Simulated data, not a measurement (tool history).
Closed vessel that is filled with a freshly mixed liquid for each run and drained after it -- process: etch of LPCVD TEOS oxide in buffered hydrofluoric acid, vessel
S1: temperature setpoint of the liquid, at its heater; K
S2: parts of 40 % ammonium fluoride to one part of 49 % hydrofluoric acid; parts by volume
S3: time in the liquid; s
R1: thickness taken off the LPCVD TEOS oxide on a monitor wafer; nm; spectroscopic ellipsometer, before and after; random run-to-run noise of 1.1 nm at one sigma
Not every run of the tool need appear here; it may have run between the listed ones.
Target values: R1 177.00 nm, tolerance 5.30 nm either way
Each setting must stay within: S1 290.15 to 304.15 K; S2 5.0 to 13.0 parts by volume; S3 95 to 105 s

run,hour,S1,S2,S3,R1
1,0.0,296.15,8.0,95,261.86
2,6.4,294.15,8.0,95,232.24
3,10.1,296.15,8.0,95,264.34
4,13.5,296.15,8.0,105,292.60
5,19.3,299.15,8.0,105,341.14
6,26.6,298.15,8.0,105,322.28
7,33.9,297.15,8.0,105,303.58
# hour 39.0: hydrofluoric acid flow meter replaced
8,39.0,296.65,8.0,105,267.89
9,41.9,296.15,8.0,105,260.29
10,44.9,296.15,8.0,105,261.69

Which of these 5 next moves meets every target?
A,47.9,297.65,5.5,105,?
B,47.9,295.15,11.5,105,?
C,47.9,297.15,10.0,95,?
D,47.9,294.65,8.5,105,?
E,47.9,297.15,7.0,105,?

move,R1
A,399.53
B,176.20
C,203.88
D,223.32
E,316.04
A: lands further from the targets than the last run did
B: all results in spec
C: an improvement on the last run, though not all results are within tolerance
D: an improvement on the last run, though not all results are within tolerance
E: lands further from the targets than the last run did
Correct choice: B, which meets every target
